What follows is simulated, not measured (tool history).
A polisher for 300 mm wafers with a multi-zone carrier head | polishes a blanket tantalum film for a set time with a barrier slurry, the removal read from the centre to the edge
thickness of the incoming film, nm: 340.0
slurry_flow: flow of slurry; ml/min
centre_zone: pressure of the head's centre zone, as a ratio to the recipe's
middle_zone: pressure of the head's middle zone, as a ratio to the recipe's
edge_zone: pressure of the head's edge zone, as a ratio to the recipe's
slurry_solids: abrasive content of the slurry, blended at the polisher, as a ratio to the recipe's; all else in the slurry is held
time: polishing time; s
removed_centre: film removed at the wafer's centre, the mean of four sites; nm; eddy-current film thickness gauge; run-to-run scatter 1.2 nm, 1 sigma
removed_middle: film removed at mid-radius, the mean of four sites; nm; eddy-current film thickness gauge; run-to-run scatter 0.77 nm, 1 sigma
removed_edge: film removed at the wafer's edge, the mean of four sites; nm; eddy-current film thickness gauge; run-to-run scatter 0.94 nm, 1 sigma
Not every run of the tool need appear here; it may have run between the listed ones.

run  hour  slurry_flow  centre_zone  middle_zone  edge_zone  slurry_solids  time  removed_centre  removed_middle  removed_edge
  1   0.0          165         1.00         1.00       1.00           1.00    50          81.268          78.370        78.353
  2   2.2          175         0.99         1.02       1.03           1.10    50          83.967          82.480        83.235
  3   5.3          175         0.99         1.02       1.03           1.30    50          88.020          87.882        90.850
  4  10.4          185         0.99         1.04       1.04           1.30    50          90.439          89.156        90.620
  5  15.4          185         0.99         1.04       1.04           1.30    41          74.897          73.479        73.104
  6  21.3          185         0.99         1.04       1.04           1.20    41          70.606          71.064        72.112
  7  23.0          190         0.99         1.07       1.06           1.25    43          78.166          78.957        76.534
  8  31.0          190         0.99         1.07       1.06           1.25    43          76.770          77.826        77.957
  9  35.0          195         0.99         1.09       1.07           1.30    44          79.945          83.157        79.552
 10  37.2          195         0.98         1.09       1.09           1.35    45          80.232          84.712        83.074
 11  45.6          195         0.98         1.09       1.09           1.35    45          82.959          86.534        83.676

What will run 12 give?
 12  51.1          195         0.97         1.09       1.11           1.40    46               ?               ?             ?

removed_centre: 84.571 nm
removed_middle: 89.599 nm
removed_edge: 86.883 nm

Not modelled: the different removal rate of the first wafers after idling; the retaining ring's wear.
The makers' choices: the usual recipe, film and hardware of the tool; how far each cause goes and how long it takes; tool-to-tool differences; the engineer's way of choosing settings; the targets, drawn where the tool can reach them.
